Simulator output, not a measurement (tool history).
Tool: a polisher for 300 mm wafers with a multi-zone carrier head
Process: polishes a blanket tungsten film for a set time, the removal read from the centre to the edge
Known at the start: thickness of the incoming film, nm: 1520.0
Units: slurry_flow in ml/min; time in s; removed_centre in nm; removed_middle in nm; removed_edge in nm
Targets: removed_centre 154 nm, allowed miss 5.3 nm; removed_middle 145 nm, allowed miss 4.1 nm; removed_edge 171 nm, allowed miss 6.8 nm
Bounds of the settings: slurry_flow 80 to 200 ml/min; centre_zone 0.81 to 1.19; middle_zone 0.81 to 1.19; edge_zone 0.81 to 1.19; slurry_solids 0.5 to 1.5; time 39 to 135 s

run 1 hour=0 | slurry_flow=130 centre_zone=1 middle_zone=1 edge_zone=1 slurry_solids=1 time=87 | removed_centre=251.89 removed_middle=239.72 removed_edge=250.38
run 2 hour=0.6 | slurry_flow=130 centre_zone=1 middle_zone=1 edge_zone=1 slurry_solids=1.1 time=87 | removed_centre=261.33 removed_middle=249.19 removed_edge=258.15
run 3 hour=6.9 | slurry_flow=130 centre_zone=1 middle_zone=1.05 edge_zone=1 slurry_solids=1.1 time=87 | removed_centre=261.32 removed_middle=262.25 removed_edge=262.41
run 4 hour=15.5 | slurry_flow=130 centre_zone=1 middle_zone=1.05 edge_zone=1 slurry_solids=1.1 time=108 | removed_centre=322.47 removed_middle=322.87 removed_edge=319.77
run 5 hour=20.2 | slurry_flow=120 centre_zone=0.96 middle_zone=0.99 edge_zone=0.98 slurry_solids=0.9 time=97 | removed_centre=254.05 removed_middle=257.57 removed_edge=263.14
run 6 hour=21.4 | slurry_flow=120 centre_zone=0.96 middle_zone=0.99 edge_zone=0.98 slurry_solids=0.9 time=89 | removed_centre=235.39 removed_middle=238.82 removed_edge=238.77
run 7 hour=25.6 | slurry_flow=110 centre_zone=0.94 middle_zone=0.94 edge_zone=1.01 slurry_solids=0.8 time=83 | removed_centre=209.65 removed_middle=199.41 removed_edge=221.89
run 8 hour=32.1 | slurry_flow=90 centre_zone=0.84 middle_zone=0.85 edge_zone=0.91 slurry_solids=0.55 time=71 | removed_centre=133.34 removed_middle=134.82 removed_edge=154.08
run 9 hour=39 | slurry_flow=100 centre_zone=0.85 middle_zone=0.84 edge_zone=0.93 slurry_solids=0.55 time=71 | removed_centre=137.19 removed_middle=137.54 removed_edge=161.11
run 10 hour=39.6 | slurry_flow=110 centre_zone=0.87 middle_zone=0.84 edge_zone=0.93 slurry_solids=0.55 time=71 | removed_centre=144.19 removed_middle=137.04 removed_edge=157.71
run 11 hour=43.5 | slurry_flow=115 centre_zone=0.87 middle_zone=0.85 edge_zone=0.96 slurry_solids=0.55 time=71 | removed_centre=146.56 removed_middle=140.93 removed_edge=164.03
run 12 hour=46.3 | slurry_flow=120 centre_zone=0.87 middle_zone=0.85 edge_zone=0.97 slurry_solids=0.55 time=71 | removed_centre=145.85 removed_middle=143.99 removed_edge=164.62
run 13 hour=51.1 | slurry_flow=120 centre_zone=0.88 middle_zone=0.85 edge_zone=0.98 slurry_solids=0.55 time=71 | removed_centre=147.75 removed_middle=140.14 removed_edge=168.09

Which of these 4 next moves meets every target?
run A hour=55.9 | slurry_flow=115 centre_zone=0.86 middle_zone=0.93 edge_zone=0.9 slurry_solids=0.6 time=69 | removed_centre=? removed_middle=? removed_edge=?
run B hour=55.9 | slurry_flow=130 centre_zone=0.82 middle_zone=0.93 edge_zone=0.9 slurry_solids=0.55 time=71 | removed_centre=? removed_middle=? removed_edge=?
run C hour=55.9 | slurry_flow=135 centre_zone=0.87 middle_zone=0.9 edge_zone=0.91 slurry_solids=0.6 time=66 | removed_centre=? removed_middle=? removed_edge=?
run D hour=55.9 | slurry_flow=115 centre_zone=0.91 middle_zone=0.87 edge_zone=1.03 slurry_solids=0.55 time=72 | removed_centre=? removed_middle=? removed_edge=?

move=A removed_centre=144.82 removed_middle=153.61 removed_edge=156.39
move=B removed_centre=141.78 removed_middle=156.72 removed_edge=158.53
move=C removed_centre=144.37 removed_middle=146.92 removed_edge=153.32
move=D removed_centre=154.49 removed_middle=147.15 removed_edge=169
A: takes the result that was furthest off past its target
B: takes the result that was furthest off past its target
C: brings the result that was furthest off to its target, and leaves another outside
D: meets every target
Answer: D
